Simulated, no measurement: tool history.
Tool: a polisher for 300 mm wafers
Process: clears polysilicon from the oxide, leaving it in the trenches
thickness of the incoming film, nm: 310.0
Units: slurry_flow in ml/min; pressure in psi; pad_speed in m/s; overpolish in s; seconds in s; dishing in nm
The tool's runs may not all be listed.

run	hour	slurry_flow	pressure	pad_speed	overpolish	seconds	dishing
1	0.0	210	1.9	0.78	16	41.075	47.841
2	2.4	250	1.9	0.78	16	39.120	45.577
3	7.2	250	1.6	0.78	16	49.331	44.770
4	12.8	255	1.6	0.78	14	45.861	43.028
5	17.7	255	2.0	0.78	14	38.597	46.800
6	25.2	270	1.8	0.78	12	40.930	41.113

The next listed run, before its measurement:
7	26.3	270	1.7	0.78	11	?	?

seconds: 43.344 s
dishing: 39.185 nm

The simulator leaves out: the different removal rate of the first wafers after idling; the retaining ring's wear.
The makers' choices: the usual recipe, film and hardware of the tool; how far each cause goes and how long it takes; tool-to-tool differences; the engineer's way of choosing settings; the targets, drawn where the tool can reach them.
